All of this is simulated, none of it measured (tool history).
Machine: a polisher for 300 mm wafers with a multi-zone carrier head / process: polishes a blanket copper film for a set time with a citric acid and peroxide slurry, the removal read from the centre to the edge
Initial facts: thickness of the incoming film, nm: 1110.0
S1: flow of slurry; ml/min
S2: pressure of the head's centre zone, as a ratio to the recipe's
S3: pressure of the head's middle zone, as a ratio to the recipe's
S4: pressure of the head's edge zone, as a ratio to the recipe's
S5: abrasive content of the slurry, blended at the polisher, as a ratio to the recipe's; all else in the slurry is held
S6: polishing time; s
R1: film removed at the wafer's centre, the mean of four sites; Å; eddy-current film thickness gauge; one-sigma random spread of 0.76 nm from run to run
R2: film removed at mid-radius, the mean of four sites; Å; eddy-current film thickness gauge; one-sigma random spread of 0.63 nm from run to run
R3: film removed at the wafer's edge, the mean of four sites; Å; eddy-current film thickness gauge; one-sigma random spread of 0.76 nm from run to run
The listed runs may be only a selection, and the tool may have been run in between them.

run	hour	S1	S2	S3	S4	S5	S6	R1	R2	R3
1	0	230	1	1	1	1	36	794.78	820.25	800.54
2	1.1	230	1.06	1	1	1	36	848.99	823.09	785.79
3	5.7	260	1.06	1	1	1	36	855.54	819.76	799.25
4	10.9	260	1.12	1	1	1	36	911.43	834.37	803.85
5	17.7	260	1.12	1	1	1	44	1091	1012.4	965.47
6	21.7	260	1.17	1	1	1	44	1166.3	1003	960.75
7	23.3	250	1.14	1.01	0.96	0.9	40	1000.3	881.56	838.92
8	28.5	250	1.14	1.01	0.96	0.9	40	973.13	882.41	856.43
9	36.2	245	1.15	1.05	0.94	0.9	36	882.19	807.29	746.7
10	41.4	240	1.15	1.08	0.91	0.8	34	814.53	748.51	691.03
11	42.7	240	1.15	1.11	0.89	0.75	32	739.09	727.41	606.76
12	48.6	235	1.14	1.1	0.88	0.7	32	715.17	699.72	600.59
13	49.6	235	1.14	1.1	0.87	0.65	32	702.47	679	583.83

Run 14 is up next; what results do you expect?
14	53.7	205	1.09	1.08	0.81	0.55	32	?	?	?

{"run 14": {"R1": 595.2, "R2": 607.51, "R3": 521.39}}

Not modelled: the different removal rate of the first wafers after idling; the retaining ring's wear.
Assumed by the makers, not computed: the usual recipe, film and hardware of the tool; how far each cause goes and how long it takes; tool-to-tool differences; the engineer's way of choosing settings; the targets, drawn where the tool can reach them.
